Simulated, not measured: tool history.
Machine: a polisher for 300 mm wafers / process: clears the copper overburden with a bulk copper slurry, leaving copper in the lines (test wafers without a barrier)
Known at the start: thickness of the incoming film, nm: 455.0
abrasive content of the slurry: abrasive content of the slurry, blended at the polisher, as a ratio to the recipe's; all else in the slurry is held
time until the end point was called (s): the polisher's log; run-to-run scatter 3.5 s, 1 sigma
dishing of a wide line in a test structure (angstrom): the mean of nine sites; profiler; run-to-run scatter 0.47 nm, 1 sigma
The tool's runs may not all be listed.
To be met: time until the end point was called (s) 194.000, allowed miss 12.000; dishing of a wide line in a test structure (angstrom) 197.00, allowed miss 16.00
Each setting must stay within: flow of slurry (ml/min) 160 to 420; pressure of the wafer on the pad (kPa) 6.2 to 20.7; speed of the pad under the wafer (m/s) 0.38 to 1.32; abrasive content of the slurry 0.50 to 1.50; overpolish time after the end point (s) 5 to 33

| run | day | flow of slurry (ml/min) | pressure of the wafer on the pad (kPa) | speed of the pad under the wafer (m/s) | abrasive content of the slurry | overpolish time after the end point (s) | time until the end point was called (s) | dishing of a wide line in a test structure (angstrom) |
|---|---|---|---|---|---|---|---|---|
| 1 | 0.000 | 270 | 13.1 | 0.84 | 1.00 | 17 | 85.967 | 598.51 |
| 2 | 0.196 | 270 | 11.7 | 0.76 | 1.00 | 15 | 106.720 | 443.40 |
| 3 | 0.525 | 270 | 11.7 | 0.76 | 1.20 | 15 | 100.930 | 462.05 |
| 4 | 0.692 | 270 | 11.7 | 0.76 | 1.20 | 19 | 102.230 | 553.42 |
| 5 | 1.025 | 270 | 10.3 | 0.70 | 1.20 | 16 | 127.500 | 412.27 |
| 6 | 1.254 | 270 | 9.0 | 0.70 | 1.20 | 16 | 136.980 | 359.46 |
| 7 | 1.483 | 270 | 8.3 | 0.66 | 1.20 | 14 | 159.920 | 277.48 |
| 8 | 1.742 | 270 | 7.6 | 0.66 | 1.20 | 13 | 181.050 | 247.19 |
| 9 | 1.871 | 270 | 7.6 | 0.66 | 1.20 | 12 | 176.580 | 218.37 |

Which of these 4 next moves meets every target?
| A | 2.000 | 335 | 6.9 | 0.68 | 1.10 | 13 | ? | ? |
| B | 2.000 | 275 | 6.2 | 0.90 | 1.15 | 9 | ? | ? |
| C | 2.000 | 320 | 6.9 | 0.70 | 1.05 | 13 | ? | ? |
| D | 2.000 | 265 | 8.3 | 0.56 | 1.20 | 11 | ? | ? |

| move | time until the end point was called (s) | dishing of a wide line in a test structure (angstrom) |
|---|---|---|
| A | 194.040 | 228.11 |
| B | 164.120 | 189.25 |
| C | 191.530 | 230.81 |
| D | 196.090 | 195.56 |
A: puts the biggest miss on target and leaves a different result outside tolerance
B: further off than the last run
C: puts the biggest miss on target and leaves a different result outside tolerance
D: all results in spec
Correct choice: D, which meets every target
